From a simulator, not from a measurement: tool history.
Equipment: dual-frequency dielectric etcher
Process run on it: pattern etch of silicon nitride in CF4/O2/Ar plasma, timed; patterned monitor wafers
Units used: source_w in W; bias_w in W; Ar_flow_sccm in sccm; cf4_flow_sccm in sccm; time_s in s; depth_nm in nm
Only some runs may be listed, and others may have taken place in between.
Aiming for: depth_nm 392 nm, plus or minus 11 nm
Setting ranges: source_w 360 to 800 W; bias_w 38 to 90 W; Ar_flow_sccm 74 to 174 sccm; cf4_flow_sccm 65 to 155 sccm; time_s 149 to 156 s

| run | day | source_w | bias_w | Ar_flow_sccm | cf4_flow_sccm | time_s | depth_nm |
|---|---|---|---|---|---|---|---|
| 1 | 0 | 580 | 64 | 124 | 110 | 149 | 297.42 |
| 2 | 0.325 | 580 | 64 | 124 | 110 | 156 | 312.66 |
| 3 | 0.388 | 610 | 65 | 124 | 110 | 156 | 327.71 |
| 4 | 0.754 | 640 | 66 | 124 | 110 | 156 | 343.47 |
| 5 | 1.021 | 640 | 57 | 124 | 110 | 156 | 324.07 |
| 6 | 1.138 | 670 | 58 | 124 | 110 | 156 | 340.22 |
| 7 | 1.2 | 690 | 58 | 124 | 110 | 156 | 348.03 |
| 8 | 1.308 | 710 | 58 | 124 | 110 | 156 | 357.09 |
| 9 | 1.367 | 730 | 58 | 124 | 110 | 156 | 367.18 |
| 10 | 1.492 | 740 | 58 | 124 | 110 | 156 | 369.51 |
| 11 | 1.754 | 750 | 58 | 124 | 110 | 156 | 375.58 |

Next run, 5 choices. One meets every target within its allowed miss, the rest don't. Which?
| A | 2.017 | 730 | 60 | 130 | 110 | 150 | ? |
| B | 2.017 | 750 | 56 | 129 | 89 | 155.5 | ? |
| C | 2.017 | 680 | 59 | 129 | 109 | 156 | ? |
| D | 2.017 | 790 | 65 | 105 | 94 | 150.5 | ? |
| E | 2.017 | 650 | 73 | 92 | 111 | 149 | ? |

| move | depth_nm |
|---|---|
| A | 353.1 |
| B | 353.67 |
| C | 342.89 |
| D | 395.05 |
| E | 358.62 |
A: further off than the last run
B: further off than the last run
C: further off than the last run
D: all results in spec
E: further off than the last run
The move that meets every target is D.
